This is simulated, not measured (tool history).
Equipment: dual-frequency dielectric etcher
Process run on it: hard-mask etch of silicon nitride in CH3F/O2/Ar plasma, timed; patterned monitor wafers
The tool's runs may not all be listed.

run  hour  source power (kW)  bias power (kW)  etch time (s)  mean etch depth across the wafer (angstrom)
  1   0.0              0.540            0.090          269.0                                       2366.0
  2   1.6              0.540            0.090          280.5                                       2477.4
  3   8.3              0.510            0.087          280.0                                       2380.3
  4  14.5              0.510            0.087          269.0                                       2305.8
  5  21.8              0.510            0.087          269.0                                       2295.3
  6  29.8              0.600            0.087          269.0                                       2430.5
  7  38.8              0.560            0.085          269.0                                       2338.2
  8  45.0              0.530            0.084          269.0                                       2309.0

For run 9, what comes out?
  9  52.3              0.500            0.082          269.0                                            ?

mean etch depth across the wafer (angstrom): 2234.3
